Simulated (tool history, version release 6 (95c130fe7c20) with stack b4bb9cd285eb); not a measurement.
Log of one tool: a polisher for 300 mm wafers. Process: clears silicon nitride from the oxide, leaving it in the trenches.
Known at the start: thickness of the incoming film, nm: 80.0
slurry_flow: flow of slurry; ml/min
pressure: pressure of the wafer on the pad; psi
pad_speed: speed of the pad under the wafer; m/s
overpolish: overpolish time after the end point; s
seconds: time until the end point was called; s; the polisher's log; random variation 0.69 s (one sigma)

| run | hour | slurry_flow | pressure | pad_speed | overpolish | seconds |
|---|---|---|---|---|---|---|
| 1 | 0.0 | 310 | 2.6 | 1.12 | 38 | 108.060 |
| 2 | 1.7 | 310 | 2.7 | 1.12 | 38 | 104.860 |
| 3 | 8.0 | 310 | 3.3 | 1.12 | 38 | 87.908 |
| 4 | 12.2 | 310 | 3.4 | 1.14 | 38 | 83.941 |
| 5 | 16.8 | 310 | 3.5 | 1.16 | 38 | 79.014 |
| 6 | 22.3 | 310 | 3.5 | 1.04 | 38 | 87.362 |
| 7 | 25.5 | 310 | 3.6 | 1.06 | 38 | 83.243 |
| 8 | 26.1 | 310 | 3.6 | 1.08 | 38 | 82.861 |
|  | 34.3 | head pressure recalibrated |
| 9 | 34.3 | 310 | 3.6 | 1.10 | 38 | 72.845 |

The next listed run, before its measurement:
| 10 | 42.3 | 310 | 3.8 | 1.10 | 38 | ? |

{"run 10": {"seconds": 69.625}}
